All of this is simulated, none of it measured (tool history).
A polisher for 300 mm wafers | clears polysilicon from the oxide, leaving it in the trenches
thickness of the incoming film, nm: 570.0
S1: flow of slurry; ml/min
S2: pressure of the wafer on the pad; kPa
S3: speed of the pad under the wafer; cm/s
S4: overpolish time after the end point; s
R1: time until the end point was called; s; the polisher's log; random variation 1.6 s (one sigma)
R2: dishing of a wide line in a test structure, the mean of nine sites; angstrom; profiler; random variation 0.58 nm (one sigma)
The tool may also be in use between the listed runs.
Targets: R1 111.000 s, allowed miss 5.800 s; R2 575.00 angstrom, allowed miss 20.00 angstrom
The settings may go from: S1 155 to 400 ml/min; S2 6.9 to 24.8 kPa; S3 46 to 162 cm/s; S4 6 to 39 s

run 1 day=0.000 | S1=255 S2=15.9 S3=104 S4=20 | R1=58.006 R2=593.47
run 2 day=0.333 | S1=295 S2=15.9 S3=104 S4=20 | R1=56.417 R2=597.73
run 3 day=0.396 | S1=295 S2=14.5 S3=102 S4=21 | R1=63.536 R2=580.14
run 4 day=0.617 | S1=260 S2=14.5 S3=102 S4=21 | R1=63.376 R2=577.47
run 5 day=0.967 | S1=280 S2=13.8 S3=96 S4=24 | R1=70.853 R2=600.85
run 6 day=1.133 | S1=280 S2=12.4 S3=96 S4=25 | R1=75.940 R2=575.45
run 7 day=1.471 | S1=280 S2=11.7 S3=94 S4=27 | R1=82.387 R2=599.30
run 8 day=1.575 | S1=280 S2=7.6 S3=90 S4=23 | R1=127.490 R2=502.69
run 9 day=1.871 | S1=280 S2=7.6 S3=90 S4=24 | R1=128.860 R2=507.45
run 10 day=2.229 | S1=280 S2=10.3 S3=92 S4=34 | R1=94.467 R2=596.83

5 next moves are on the table. One of them brings every result within its allowed miss. Which?
run A day=2.588 | S1=255 S2=6.9 S3=102 S4=26 | R1=? R2=?
run B day=2.588 | S1=260 S2=9.7 S3=96 S4=30 | R1=? R2=?
run C day=2.588 | S1=270 S2=11.7 S3=84 S4=33 | R1=? R2=?
run D day=2.588 | S1=300 S2=6.9 S3=124 S4=33 | R1=? R2=?
run E day=2.588 | S1=275 S2=9.7 S3=136 S4=23 | R1=? R2=?

move=A R1=134.020 R2=535.64
move=B R1=101.840 R2=589.78
move=C R1=92.760 R2=603.70
move=D R1=113.460 R2=588.62
move=E R1=77.477 R2=590.47
A: takes the result that was furthest off past its target
B: nearer than the last run, and not there yet
C: further off than the last run
D: meets every target
E: further off than the last run
The right move is D.
